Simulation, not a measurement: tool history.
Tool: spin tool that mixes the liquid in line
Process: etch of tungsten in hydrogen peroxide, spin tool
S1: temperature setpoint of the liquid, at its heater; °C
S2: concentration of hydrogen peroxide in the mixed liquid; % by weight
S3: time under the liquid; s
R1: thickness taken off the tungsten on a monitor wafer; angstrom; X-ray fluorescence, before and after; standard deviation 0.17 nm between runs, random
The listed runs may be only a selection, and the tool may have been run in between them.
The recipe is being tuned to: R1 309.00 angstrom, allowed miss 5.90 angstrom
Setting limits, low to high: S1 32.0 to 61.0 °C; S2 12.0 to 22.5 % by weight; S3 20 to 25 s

| run | hour | S1 | S2 | S3 | R1 |
|---|---|---|---|---|---|
| 1 | 0.0 | 45.0 | 15.5 | 25 | 178.01 |
| 2 | 5.8 | 45.0 | 15.5 | 20 | 141.89 |
| 3 | 13.4 | 45.0 | 15.5 | 20 | 143.93 |
| 4 | 17.0 | 48.0 | 15.5 | 20 | 172.75 |
| 5 | 24.4 | 45.0 | 15.5 | 20 | 142.19 |
| 6 | 30.9 | 50.5 | 15.5 | 20 | 200.07 |
| 7 | 32.1 | 50.5 | 15.5 | 20 | 201.57 |
| 8 | 36.3 | 58.5 | 15.5 | 20 | 323.14 |

Pick the move, out of 4, that brings all results within their allowed miss; only one does.
| A | 40.5 | 55.0 | 14.5 | 25 | ? |
| B | 40.5 | 57.5 | 18.0 | 20 | ? |
| C | 40.5 | 58.5 | 13.0 | 20 | ? |
| D | 40.5 | 58.5 | 14.0 | 20 | ? |

| move | R1 |
|---|---|
| A | 318.20 |
| B | 328.56 |
| C | 295.95 |
| D | 307.13 |
A: nearer than the last run, and not there yet
B: its largest miss is bigger than the last run's
C: takes the biggest miss from the last run beyond its target
D: hits every target within its allowed miss
So the answer is move D, the one that meets all the targets.
